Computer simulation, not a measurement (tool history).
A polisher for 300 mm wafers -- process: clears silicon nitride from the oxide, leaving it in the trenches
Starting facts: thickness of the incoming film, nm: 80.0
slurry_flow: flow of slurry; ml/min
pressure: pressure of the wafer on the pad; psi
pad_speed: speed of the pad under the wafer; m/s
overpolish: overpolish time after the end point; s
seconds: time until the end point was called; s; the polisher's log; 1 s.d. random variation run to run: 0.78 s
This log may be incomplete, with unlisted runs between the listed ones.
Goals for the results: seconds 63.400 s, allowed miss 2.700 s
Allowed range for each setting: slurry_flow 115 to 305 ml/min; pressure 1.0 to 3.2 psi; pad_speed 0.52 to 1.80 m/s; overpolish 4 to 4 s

run	hour	slurry_flow	pressure	pad_speed	overpolish	seconds
1	0.0	195	2.1	1.16	4	95.751
2	5.6	195	2.2	1.16	4	90.730
3	8.6	195	2.7	1.16	4	74.123
4	10.9	170	2.7	1.16	4	74.956
5	18.7	195	2.7	1.16	4	74.833
6	22.0	195	2.5	1.16	4	81.263
7	25.0	195	2.6	1.16	4	76.373
8	31.7	195	2.6	1.16	4	78.154

Which single option among these 4 for the next run brings every result within its allowed miss of target? Just one does.
A	38.4	215	2.5	1.50	4	?
B	38.4	190	2.4	1.08	4	?
C	38.4	180	2.7	1.26	4	?
D	38.4	115	3.0	1.62	4	?

move	seconds
A	64.370
B	90.593
C	71.390
D	56.823
A: in spec on every target
B: the biggest miss grows against the last run
C: moves toward the targets from the last run without getting all of them in spec
D: carries the result that was furthest off beyond its target, to the other side
Move A is the one to make.
